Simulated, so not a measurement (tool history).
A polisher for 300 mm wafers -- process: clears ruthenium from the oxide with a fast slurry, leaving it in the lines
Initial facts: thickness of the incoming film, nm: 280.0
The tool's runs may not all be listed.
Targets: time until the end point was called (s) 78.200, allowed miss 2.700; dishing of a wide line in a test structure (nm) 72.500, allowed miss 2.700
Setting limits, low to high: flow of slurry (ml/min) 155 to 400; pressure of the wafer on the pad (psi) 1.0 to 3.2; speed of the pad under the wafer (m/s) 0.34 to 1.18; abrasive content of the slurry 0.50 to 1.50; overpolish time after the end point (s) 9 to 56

| run | hour | flow of slurry (ml/min) | pressure of the wafer on the pad (psi) | speed of the pad under the wafer (m/s) | abrasive content of the slurry | overpolish time after the end point (s) | time until the end point was called (s) | dishing of a wide line in a test structure (nm) |
|---|---|---|---|---|---|---|---|---|
| 1 | 0.0 | 255 | 2.1 | 0.76 | 1.00 | 29 | 106.530 | 50.772 |
| 2 | 2.1 | 255 | 2.2 | 0.76 | 1.00 | 30 | 103.040 | 53.455 |
| 3 | 5.4 | 255 | 2.3 | 0.76 | 1.00 | 31 | 95.818 | 56.700 |
| 4 | 6.9 | 255 | 2.4 | 0.76 | 1.00 | 32 | 93.380 | 61.170 |
| 5 | 8.4 | 255 | 2.4 | 0.68 | 1.00 | 32 | 104.620 | 55.569 |
| 6 | 11.1 | 255 | 2.5 | 0.68 | 1.00 | 32 | 99.033 | 57.232 |
| 7 | 15.8 | 255 | 2.6 | 0.68 | 1.00 | 32 | 95.785 | 58.499 |
| 8 | 22.7 | 255 | 2.7 | 0.68 | 1.00 | 32 | 90.686 | 60.655 |
| 9 | 25.1 | 260 | 2.9 | 0.68 | 1.00 | 34 | 86.804 | 65.662 |

Below are 4 possible settings for the next run. Only one of them brings all results inside the allowed miss of their targets. Which is it?
| A | 27.5 | 240 | 2.9 | 0.62 | 0.95 | 40 | ? | ? |
| B | 27.5 | 230 | 3.2 | 0.74 | 0.85 | 35 | ? | ? |
| C | 27.5 | 265 | 2.5 | 0.70 | 0.90 | 33 | ? | ? |
| D | 27.5 | 265 | 2.9 | 0.68 | 0.80 | 33 | ? | ? |

| move | time until the end point was called (s) | dishing of a wide line in a test structure (nm) |
|---|---|---|
| A | 95.812 | 68.411 |
| B | 76.944 | 72.253 |
| C | 99.400 | 58.507 |
| D | 92.575 | 61.512 |
A: moves away from the targets compared with the last run
B: hits every target within its allowed miss
C: moves away from the targets compared with the last run
D: moves away from the targets compared with the last run
The right move is B.

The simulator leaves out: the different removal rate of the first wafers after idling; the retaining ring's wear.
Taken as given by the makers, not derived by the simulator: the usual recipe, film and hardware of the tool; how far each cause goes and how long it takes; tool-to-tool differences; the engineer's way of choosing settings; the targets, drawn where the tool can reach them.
